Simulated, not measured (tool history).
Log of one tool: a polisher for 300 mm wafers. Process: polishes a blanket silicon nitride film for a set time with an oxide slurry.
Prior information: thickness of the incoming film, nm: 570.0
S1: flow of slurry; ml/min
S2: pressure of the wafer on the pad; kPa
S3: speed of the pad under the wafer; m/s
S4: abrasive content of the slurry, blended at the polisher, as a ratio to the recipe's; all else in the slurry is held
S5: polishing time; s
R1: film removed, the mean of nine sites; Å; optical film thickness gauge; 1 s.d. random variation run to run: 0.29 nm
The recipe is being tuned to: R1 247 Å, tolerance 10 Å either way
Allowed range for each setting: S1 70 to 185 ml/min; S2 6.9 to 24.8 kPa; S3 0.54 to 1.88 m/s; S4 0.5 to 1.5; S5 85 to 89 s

Run 1, day 0: S1 120 ml/min, S2 15.9 kPa, S3 1.2 m/s, S4 1, S5 85 s. Result: R1 318.85 Å.
Run 2, day 0.079: S1 115 ml/min, S2 15.2 kPa, S3 1.2 m/s, S4 1, S5 85 s. Result: R1 300.01 Å.
Run 3, day 0.283: S1 115 ml/min, S2 16.5 kPa, S3 1.2 m/s, S4 1, S5 85 s. Result: R1 326.07 Å.
Run 4, day 0.354: S1 110 ml/min, S2 15.9 kPa, S3 1.2 m/s, S4 1, S5 85 s. Result: R1 315.78 Å.
Run 5, day 0.512: S1 110 ml/min, S2 15.2 kPa, S3 1.2 m/s, S4 1, S5 85 s. Result: R1 298.34 Å.
Run 6, day 0.629: S1 110 ml/min, S2 13.8 kPa, S3 1.2 m/s, S4 1, S5 85 s. Result: R1 276.53 Å.
Run 7, day 0.675: S1 110 ml/min, S2 13.1 kPa, S3 1.2 m/s, S4 1, S5 85 s. Result: R1 262.72 Å.
At day 0.942: slurry blender recalibrated.
Run 8, day 0.942: S1 105 ml/min, S2 12.4 kPa, S3 1.2 m/s, S4 1, S5 85 s. Result: R1 297.9 Å.
Run 9, day 1.188: S1 115 ml/min, S2 11.7 kPa, S3 1.2 m/s, S4 1, S5 85 s. Result: R1 280.53 Å.
Run 10, day 1.217: S1 115 ml/min, S2 11.7 kPa, S3 1.2 m/s, S4 1, S5 85 s. Result: R1 287.93 Å.
Run 11, day 1.258: S1 100 ml/min, S2 9.7 kPa, S3 1.18 m/s, S4 1, S5 85 s. Result: R1 232.49 Å.
Run 12, day 1.446: S1 105 ml/min, S2 9.7 kPa, S3 1.18 m/s, S4 1, S5 85 s. Result: R1 227.84 Å.
Run 13, day 1.483: S1 110 ml/min, S2 9.7 kPa, S3 1.18 m/s, S4 1, S5 85 s. Result: R1 232.43 Å.

Which one of the following 4 next-run settings gets every result inside its allowed miss? There is exactly one.
Run A, day 1.521: S1 120 ml/min, S2 9 kPa, S3 1.24 m/s, S4 1.05, S5 88 s. Result: R1 ?.
Run B, day 1.521: S1 85 ml/min, S2 7.6 kPa, S3 1.36 m/s, S4 1.1, S5 89 s. Result: R1 ?.
Run C, day 1.521: S1 105 ml/min, S2 11 kPa, S3 0.9 m/s, S4 1.15, S5 85 s. Result: R1 ?.
Run D, day 1.521: S1 85 ml/min, S2 6.9 kPa, S3 1.42 m/s, S4 1.15, S5 85 s. Result: R1 ?.

move      R1
   A  244.09
   B  222.21
   C  225.02
   D  207.56
A: every result lands within tolerance
B: misses by more than the last run did
C: misses by more than the last run did
D: misses by more than the last run did
Go with A: it meets all targets.
